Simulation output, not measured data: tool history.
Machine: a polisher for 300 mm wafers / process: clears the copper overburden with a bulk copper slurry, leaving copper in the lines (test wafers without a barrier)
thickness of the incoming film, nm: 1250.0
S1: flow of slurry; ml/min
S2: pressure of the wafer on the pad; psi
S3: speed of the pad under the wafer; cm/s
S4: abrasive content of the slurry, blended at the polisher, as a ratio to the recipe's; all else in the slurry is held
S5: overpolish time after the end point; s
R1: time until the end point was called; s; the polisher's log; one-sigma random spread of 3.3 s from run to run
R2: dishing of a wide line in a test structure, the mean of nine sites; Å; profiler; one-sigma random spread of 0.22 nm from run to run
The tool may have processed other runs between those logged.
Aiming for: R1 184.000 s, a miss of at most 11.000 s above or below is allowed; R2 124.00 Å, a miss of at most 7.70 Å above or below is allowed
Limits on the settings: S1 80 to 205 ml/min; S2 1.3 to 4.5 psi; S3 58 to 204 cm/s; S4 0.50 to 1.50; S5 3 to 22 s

run 1 hour=0.0 | S1=135 S2=2.9 S3=130 S4=1.00 S5=11 | R1=89.596 R2=136.65
run 2 hour=2.5 | S1=135 S2=2.4 S3=124 S4=1.00 S5=10 | R1=114.750 R2=131.19
run 3 hour=11.6 | S1=135 S2=2.4 S3=124 S4=0.80 S5=10 | R1=117.040 R2=134.22
run 4 hour=16.9 | S1=135 S2=2.1 S3=122 S4=0.85 S5=9 | R1=136.890 R2=130.15
run 5 hour=19.5 | S1=135 S2=2.1 S3=122 S4=0.95 S5=9 | R1=133.120 R2=128.63
run 6 hour=23.8 | S1=135 S2=2.1 S3=136 S4=0.95 S5=9 | R1=119.150 R2=131.30
run 7 hour=25.5 | S1=150 S2=1.3 S3=102 S4=1.05 S5=8 | R1=219.500 R2=113.74
run 8 hour=33.4 | S1=120 S2=1.9 S3=102 S4=0.85 S5=10 | R1=171.140 R2=127.79

Pick the move, out of 5, that brings all results within their allowed miss; only one does.
run A hour=41.3 | S1=140 S2=1.6 S3=134 S4=0.95 S5=11 | R1=? R2=?
run B hour=41.3 | S1=110 S2=2.0 S3=104 S4=0.90 S5=9 | R1=? R2=?
run C hour=41.3 | S1=95 S2=1.5 S3=130 S4=0.75 S5=8 | R1=? R2=?
run D hour=41.3 | S1=110 S2=1.5 S3=148 S4=0.85 S5=12 | R1=? R2=?
run E hour=41.3 | S1=185 S2=2.3 S3=82 S4=1.20 S5=8 | R1=? R2=?

move=A R1=154.070 R2=129.28
move=B R1=163.800 R2=128.85
move=C R1=187.240 R2=123.47
move=D R1=159.740 R2=129.00
move=E R1=151.230 R2=129.18
A: the biggest miss grows against the last run
B: the biggest miss grows against the last run
C: each result inside its tolerance
D: the biggest miss grows against the last run
E: the biggest miss grows against the last run
So the answer is move C, the one that meets all the targets.
